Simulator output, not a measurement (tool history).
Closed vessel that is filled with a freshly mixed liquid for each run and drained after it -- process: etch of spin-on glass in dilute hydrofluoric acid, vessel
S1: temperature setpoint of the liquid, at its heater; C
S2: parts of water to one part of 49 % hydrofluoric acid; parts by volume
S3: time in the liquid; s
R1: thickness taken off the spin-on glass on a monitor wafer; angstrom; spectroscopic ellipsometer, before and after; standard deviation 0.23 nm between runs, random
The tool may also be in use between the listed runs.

run 1 hour=0.0 | S1=24.0 S2=180 S3=285 | R1=423.39
run 2 hour=6.3 | S1=22.5 S2=185 S3=285 | R1=385.33
run 3 hour=14.5 | S1=22.5 S2=185 S3=305 | R1=411.27
run 4 hour=19.5 | S1=24.0 S2=185 S3=305 | R1=434.84
run 5 hour=24.1 | S1=22.5 S2=190 S3=305 | R1=401.91
run 6 hour=27.4 | S1=21.0 S2=195 S3=305 | R1=370.26

For run 7, what comes out?
run 7 hour=35.9 | S1=21.0 S2=195 S3=305 | R1=?

R1: 366.47 angstrom
